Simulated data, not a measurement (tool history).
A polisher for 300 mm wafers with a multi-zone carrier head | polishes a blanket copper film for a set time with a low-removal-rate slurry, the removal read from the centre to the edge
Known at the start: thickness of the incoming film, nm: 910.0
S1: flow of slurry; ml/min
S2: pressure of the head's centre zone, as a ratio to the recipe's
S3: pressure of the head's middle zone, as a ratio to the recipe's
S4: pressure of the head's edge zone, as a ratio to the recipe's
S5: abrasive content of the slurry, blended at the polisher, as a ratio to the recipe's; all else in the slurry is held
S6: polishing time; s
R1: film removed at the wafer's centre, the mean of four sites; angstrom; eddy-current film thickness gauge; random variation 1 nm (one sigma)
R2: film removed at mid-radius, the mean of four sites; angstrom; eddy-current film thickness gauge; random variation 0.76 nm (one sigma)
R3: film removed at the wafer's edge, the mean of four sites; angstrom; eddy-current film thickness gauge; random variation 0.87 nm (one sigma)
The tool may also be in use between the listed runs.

run	hour	S1	S2	S3	S4	S5	S6	R1	R2	R3
1	0	285	1	1	1	1	36	750.34	766.02	725.46
2	2.4	285	1	0.95	1	1	36	772.54	776.02	741.79
3	2.9	280	1.02	0.93	1.01	0.95	36	766.22	730.54	730.76
4	5.9	275	1.03	0.92	1.01	0.95	36	768.24	746.39	723.6
5	11.8	275	1.03	0.92	1.01	1.1	36	808.33	767.05	762.11
6	19.6	275	1.03	0.92	0.92	1.1	36	781.72	759.32	721.4
7	20.6	275	1.04	0.9	0.93	1.05	36	796.98	746.73	724.5
8	23.2	275	1.05	0.89	0.94	1	36	815.51	720.16	708.34
9	29.9	270	1.05	0.88	0.95	1	36	805.09	713.05	707.99
10	33.3	265	1.05	0.87	0.95	1	36	790.28	716.67	724.87
11	39.1	265	1.05	0.86	0.95	1	36	804.39	730.58	710.39
12	43.9	275	1.05	0.86	0.97	0.95	36	793.55	708.7	733.88
# hour 46.4: edge zone pressure recalibrated
13	46.4	275	1.05	0.86	0.97	0.95	36	776.54	687.93	744.11

Forecast run 14:
14	49.4	270	1.06	0.86	0.97	0.95	36	?	?	?

{"run 14": {"R1": 793.49, "R2": 721.16, "R3": 765.57}}
